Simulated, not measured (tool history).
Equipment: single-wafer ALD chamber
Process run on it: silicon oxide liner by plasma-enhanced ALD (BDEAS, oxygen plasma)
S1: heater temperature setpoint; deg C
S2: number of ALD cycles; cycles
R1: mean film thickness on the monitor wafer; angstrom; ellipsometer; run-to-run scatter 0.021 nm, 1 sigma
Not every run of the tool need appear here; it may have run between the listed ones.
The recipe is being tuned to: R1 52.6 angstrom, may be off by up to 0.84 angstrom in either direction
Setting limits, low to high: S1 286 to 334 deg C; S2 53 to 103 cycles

Run 1, hour 0: S1 310 deg C, S2 78 cycles. Result: R1 68.408 angstrom.
Run 2, hour 4.1: S1 310 deg C, S2 82 cycles. Result: R1 71.674 angstrom.
Run 3, hour 7.5: S1 310 deg C, S2 74 cycles. Result: R1 64.471 angstrom.
Run 4, hour 16.2: S1 303 deg C, S2 74 cycles. Result: R1 64.906 angstrom.
At hour 20.6: thermocouple changed; heater temperature recalibrated.
Run 5, hour 20.6: S1 303 deg C, S2 72 cycles. Result: R1 63.589 angstrom.
Run 6, hour 27.2: S1 294 deg C, S2 72 cycles. Result: R1 65.131 angstrom.
Run 7, hour 35.1: S1 296 deg C, S2 71 cycles. Result: R1 63.586 angstrom.
Run 8, hour 41.1: S1 297 deg C, S2 70 cycles. Result: R1 62.339 angstrom.

Which single option among these 4 for the next run brings every result within its allowed miss of target? Just one does.
Run A, hour 47.1: S1 306 deg C, S2 83 cycles. Result: R1 ?.
Run B, hour 47.1: S1 303 deg C, S2 94 cycles. Result: R1 ?.
Run C, hour 47.1: S1 296 deg C, S2 74 cycles. Result: R1 ?.
Run D, hour 47.1: S1 303 deg C, S2 59 cycles. Result: R1 ?.

move      R1
   A  73.623
   B  83.701
   C  66.893
   D  52.536
A: its largest miss is bigger than the last run's
B: its largest miss is bigger than the last run's
C: its largest miss is bigger than the last run's
D: all results land within tolerance of their targets
D is the move that brings every result within its allowed miss.
